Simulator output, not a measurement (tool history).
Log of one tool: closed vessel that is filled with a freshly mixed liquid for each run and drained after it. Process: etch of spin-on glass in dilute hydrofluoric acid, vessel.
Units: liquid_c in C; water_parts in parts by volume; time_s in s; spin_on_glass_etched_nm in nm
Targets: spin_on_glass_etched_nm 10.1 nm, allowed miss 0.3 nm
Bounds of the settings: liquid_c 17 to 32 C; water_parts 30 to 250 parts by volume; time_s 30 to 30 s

{"run": 1, "hour": 0.0, "liquid_c": 24, "water_parts": 140, "time_s": 30, "spin_on_glass_etched_nm": 9.5296}
{"run": 2, "hour": 8.9, "liquid_c": 24, "water_parts": 180, "time_s": 30, "spin_on_glass_etched_nm": 7.1573}
{"run": 3, "hour": 12.6, "liquid_c": 20.5, "water_parts": 180, "time_s": 30, "spin_on_glass_etched_nm": 6.2961}
{"run": 4, "hour": 21.7, "liquid_c": 23, "water_parts": 175, "time_s": 30, "spin_on_glass_etched_nm": 7.0587}
{"run": 5, "hour": 22.6, "liquid_c": 25, "water_parts": 170, "time_s": 30, "spin_on_glass_etched_nm": 8.0084}
{"hour": 28.0, "done": "thermometer replaced"}
{"run": 6, "hour": 28.0, "liquid_c": 25, "water_parts": 170, "time_s": 30, "spin_on_glass_etched_nm": 7.3524}
{"run": 7, "hour": 30.0, "liquid_c": 25.5, "water_parts": 160, "time_s": 30, "spin_on_glass_etched_nm": 7.981}
{"run": 8, "hour": 32.9, "liquid_c": 25.5, "water_parts": 150, "time_s": 30, "spin_on_glass_etched_nm": 8.6872}

Which of these 5 next moves meets every target?
{"run": "A", "hour": 35.8, "liquid_c": 24, "water_parts": 135, "time_s": 30, "spin_on_glass_etched_nm": "?"}
{"run": "B", "hour": 35.8, "liquid_c": 24, "water_parts": 150, "time_s": 30, "spin_on_glass_etched_nm": "?"}
{"run": "C", "hour": 35.8, "liquid_c": 25, "water_parts": 120, "time_s": 30, "spin_on_glass_etched_nm": "?"}
{"run": "D", "hour": 35.8, "liquid_c": 26, "water_parts": 125, "time_s": 30, "spin_on_glass_etched_nm": "?"}
{"run": "E", "hour": 35.8, "liquid_c": 24, "water_parts": 125, "time_s": 30, "spin_on_glass_etched_nm": "?"}

move=A spin_on_glass_etched_nm=9.3235
move=B spin_on_glass_etched_nm=8.2471
move=C spin_on_glass_etched_nm=11.099
move=D spin_on_glass_etched_nm=11.005
move=E spin_on_glass_etched_nm=10.188
A: nearer than the last run, and not there yet
B: further off than the last run
C: takes the result that was furthest off past its target
D: takes the result that was furthest off past its target
E: meets every target
Move E is the one to make.
